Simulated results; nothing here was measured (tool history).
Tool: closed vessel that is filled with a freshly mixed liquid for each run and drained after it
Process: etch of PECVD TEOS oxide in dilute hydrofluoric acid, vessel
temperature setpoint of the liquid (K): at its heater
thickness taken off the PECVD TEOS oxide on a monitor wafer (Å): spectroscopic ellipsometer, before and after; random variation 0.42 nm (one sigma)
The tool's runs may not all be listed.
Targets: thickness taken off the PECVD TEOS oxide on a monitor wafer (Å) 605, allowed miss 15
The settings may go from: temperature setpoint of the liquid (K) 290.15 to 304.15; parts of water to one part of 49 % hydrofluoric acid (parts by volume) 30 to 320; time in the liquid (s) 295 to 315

run,hour,temperature setpoint of the liquid (K),parts of water to one part of 49 % hydrofluoric acid (parts by volume),time in the liquid (s),thickness taken off the PECVD TEOS oxide on a monitor wafer (Å)
1,0,296.15,175,295,234.62
2,4.6,296.15,135,295,318.52
3,11.6,298.65,135,295,347.31
4,15.7,299.65,125,295,399.89
5,22.2,301.15,125,295,421.58
# hour 29: hydrofluoric acid flow meter replaced
6,29,301.15,125,315,512.31
7,30.3,301.65,125,315,518.8
8,34.8,302.15,125,315,525.68
9,43.3,302.15,125,315,528.25
10,50.1,302.65,125,315,538.97
11,54.7,303.15,125,315,548.73
12,56,303.65,120,315,594.16

Which of these 4 next moves meets every target?
A,57.3,300.65,105,295,?
B,57.3,303.65,115,295,?
C,57.3,302.15,105,295,?
D,57.3,303.15,115,295,?

move,thickness taken off the PECVD TEOS oxide on a monitor wafer (Å)
A,566.32
B,570.87
C,599.49
D,560.43
A: further off than the last run
B: further off than the last run
C: meets every target
D: further off than the last run
Answer: C

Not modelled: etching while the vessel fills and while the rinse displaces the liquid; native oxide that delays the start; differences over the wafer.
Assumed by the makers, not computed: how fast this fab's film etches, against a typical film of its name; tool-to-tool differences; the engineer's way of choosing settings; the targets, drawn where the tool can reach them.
